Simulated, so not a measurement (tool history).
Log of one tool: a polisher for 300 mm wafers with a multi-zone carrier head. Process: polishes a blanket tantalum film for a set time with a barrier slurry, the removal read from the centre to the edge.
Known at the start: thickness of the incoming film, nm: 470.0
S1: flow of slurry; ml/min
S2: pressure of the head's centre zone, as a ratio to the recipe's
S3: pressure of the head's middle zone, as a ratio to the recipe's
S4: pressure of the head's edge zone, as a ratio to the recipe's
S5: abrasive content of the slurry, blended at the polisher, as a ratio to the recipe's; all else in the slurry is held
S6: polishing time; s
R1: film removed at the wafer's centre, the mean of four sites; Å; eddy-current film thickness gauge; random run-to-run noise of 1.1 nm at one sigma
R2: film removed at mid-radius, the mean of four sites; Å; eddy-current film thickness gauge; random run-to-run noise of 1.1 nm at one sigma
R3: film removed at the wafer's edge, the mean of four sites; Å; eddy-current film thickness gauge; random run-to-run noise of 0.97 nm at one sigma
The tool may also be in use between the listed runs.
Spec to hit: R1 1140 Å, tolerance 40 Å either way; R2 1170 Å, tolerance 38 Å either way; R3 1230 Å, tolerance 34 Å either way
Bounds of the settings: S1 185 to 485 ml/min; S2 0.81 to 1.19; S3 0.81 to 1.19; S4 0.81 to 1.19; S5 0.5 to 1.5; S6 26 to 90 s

run  hour   S1    S2    S3    S4    S5  S6      R1      R2      R3
  1     0  310     1     1     1     1  58  923.85  869.48  921.11
  2   2.6  310     1     1  0.92     1  58  909.81  889.72  874.74
  3   7.5  315     1  1.03  0.98  1.15  59  963.75  945.24  952.35
  4   8.3  320     1  1.06  1.02  1.25  60  1004.7  1011.5  1005.1
  5  14.8  325     1  1.07  1.06   1.3  61  1055.9    1068  1050.4
  6  19.1  275     1  1.07  1.06   1.3  61  1021.3  1022.2  1045.8
  7  23.6  290  0.99  1.07  1.09  1.35  62  1035.4  1060.8  1092.6
  8  31.8  310  0.99  1.07  1.11   1.4  62  1063.9  1060.6  1108.8
  9    36  310  0.99  1.08  1.12  1.45  63  1093.9    1109  1133.1
 10  41.7  305  0.99  1.08  1.13  1.45  64  1087.9    1119  1153.5
 11  47.3  305  0.99  1.08  1.14  1.45  65  1121.9    1158  1195.5
 12  55.8  305  0.99  1.08  1.15  1.45  65  1116.7  1154.5  1206.2

Which one of the following 4 next-run settings gets every result inside its allowed miss? There is exactly one.
  A  64.3  260  0.94  1.09  1.16  1.45  66   ?   ?   ?
  B  64.3  285  0.94  1.07  1.16   1.4  65   ?   ?   ?
  C  64.3  255     1  1.03  1.18   1.5  65   ?   ?   ?
  D  64.3  355  0.98  1.07  1.16   1.4  66   ?   ?   ?

move      R1      R2      R3
   A  1070.9  1154.4  1204.2
   B  1056.5  1120.3  1184.9
   C  1127.8  1089.2  1203.9
   D  1141.5  1158.1    1220
A: puts the biggest miss on target and leaves a different result outside tolerance
B: its largest miss is bigger than the last run's
C: puts the biggest miss on target and leaves a different result outside tolerance
D: all results land within tolerance of their targets
The right move is D.
